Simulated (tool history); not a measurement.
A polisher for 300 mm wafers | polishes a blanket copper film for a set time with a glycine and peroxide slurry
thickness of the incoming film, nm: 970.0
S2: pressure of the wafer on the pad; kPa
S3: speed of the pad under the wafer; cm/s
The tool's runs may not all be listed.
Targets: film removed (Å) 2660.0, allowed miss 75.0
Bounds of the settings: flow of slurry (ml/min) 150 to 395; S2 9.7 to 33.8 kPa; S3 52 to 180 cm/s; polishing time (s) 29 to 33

{"run": 1, "hour": 0.0, "flow of slurry (ml/min)": 250, "S2": 21.4, "S3": 116, "polishing time (s)": 33, "film removed (Å)": 1820.2}
{"run": 2, "hour": 7.8, "flow of slurry (ml/min)": 250, "S2": 21.4, "S3": 116, "polishing time (s)": 33, "film removed (Å)": 1864.1}
{"run": 3, "hour": 9.2, "flow of slurry (ml/min)": 250, "S2": 21.4, "S3": 116, "polishing time (s)": 29, "film removed (Å)": 1617.0}
{"run": 4, "hour": 14.8, "flow of slurry (ml/min)": 250, "S2": 21.4, "S3": 142, "polishing time (s)": 29, "film removed (Å)": 1919.9}
{"run": 5, "hour": 19.9, "flow of slurry (ml/min)": 250, "S2": 22.1, "S3": 142, "polishing time (s)": 29, "film removed (Å)": 1952.7}
{"run": 6, "hour": 27.2, "flow of slurry (ml/min)": 250, "S2": 22.8, "S3": 142, "polishing time (s)": 29, "film removed (Å)": 1994.7}
{"run": 7, "hour": 31.0, "flow of slurry (ml/min)": 250, "S2": 23.4, "S3": 142, "polishing time (s)": 29, "film removed (Å)": 2057.7}
{"run": 8, "hour": 37.4, "flow of slurry (ml/min)": 250, "S2": 24.1, "S3": 142, "polishing time (s)": 29, "film removed (Å)": 2116.0}
{"run": 9, "hour": 41.5, "flow of slurry (ml/min)": 250, "S2": 24.8, "S3": 142, "polishing time (s)": 29, "film removed (Å)": 2144.4}
{"run": 10, "hour": 48.3, "flow of slurry (ml/min)": 250, "S2": 25.5, "S3": 142, "polishing time (s)": 29, "film removed (Å)": 2195.0}
{"run": 11, "hour": 50.1, "flow of slurry (ml/min)": 250, "S2": 26.2, "S3": 142, "polishing time (s)": 29, "film removed (Å)": 2193.8}
{"run": 12, "hour": 58.1, "flow of slurry (ml/min)": 250, "S2": 26.9, "S3": 142, "polishing time (s)": 29, "film removed (Å)": 2285.2}
{"run": 13, "hour": 64.3, "flow of slurry (ml/min)": 250, "S2": 27.6, "S3": 142, "polishing time (s)": 29, "film removed (Å)": 2343.9}
{"run": 14, "hour": 69.2, "flow of slurry (ml/min)": 250, "S2": 28.3, "S3": 142, "polishing time (s)": 29, "film removed (Å)": 2344.3}
{"run": 15, "hour": 72.7, "flow of slurry (ml/min)": 250, "S2": 29.0, "S3": 142, "polishing time (s)": 29, "film removed (Å)": 2362.4}

5 next moves are on the table. One of them brings every result within its allowed miss. Which?
{"run": "A", "hour": 76.2, "flow of slurry (ml/min)": 270, "S2": 27.6, "S3": 152, "polishing time (s)": 29, "film removed (Å)": "?"}
{"run": "B", "hour": 76.2, "flow of slurry (ml/min)": 220, "S2": 29.0, "S3": 154, "polishing time (s)": 30, "film removed (Å)": "?"}
{"run": "C", "hour": 76.2, "flow of slurry (ml/min)": 225, "S2": 31.7, "S3": 154, "polishing time (s)": 30, "film removed (Å)": "?"}
{"run": "D", "hour": 76.2, "flow of slurry (ml/min)": 270, "S2": 20.0, "S3": 156, "polishing time (s)": 30, "film removed (Å)": "?"}
{"run": "E", "hour": 76.2, "flow of slurry (ml/min)": 290, "S2": 24.8, "S3": 158, "polishing time (s)": 29, "film removed (Å)": "?"}

move=A film_removed_(Å)=2467.8
move=B film_removed_(Å)=2622.7
move=C film_removed_(Å)=2819.3
move=D film_removed_(Å)=2074.9
move=E film_removed_(Å)=2380.1
A: nearer than the last run, and not there yet
B: meets every target
C: takes the result that was furthest off past its target
D: further off than the last run
E: nearer than the last run, and not there yet
The right move is B.
